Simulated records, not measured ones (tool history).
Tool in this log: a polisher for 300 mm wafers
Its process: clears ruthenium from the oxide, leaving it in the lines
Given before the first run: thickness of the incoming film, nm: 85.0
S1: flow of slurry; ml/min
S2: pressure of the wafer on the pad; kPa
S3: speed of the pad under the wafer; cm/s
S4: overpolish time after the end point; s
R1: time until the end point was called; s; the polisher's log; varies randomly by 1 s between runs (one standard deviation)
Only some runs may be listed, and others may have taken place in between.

run	hour	S1	S2	S3	S4	R1
1	0	275	11	104	51	107.67
2	6.8	315	11	104	51	111.21
3	11.7	315	12.4	106	51	96.656
4	18.6	315	13.8	108	51	81.459
5	19.7	315	14.5	108	51	82.16
6	22.6	315	15.2	108	51	78.441
7	31.2	315	15.9	108	51	73.481

Run 8 comes next. What will it give?
8	35.1	315	16.5	108	51	?

R1: 69.268 s
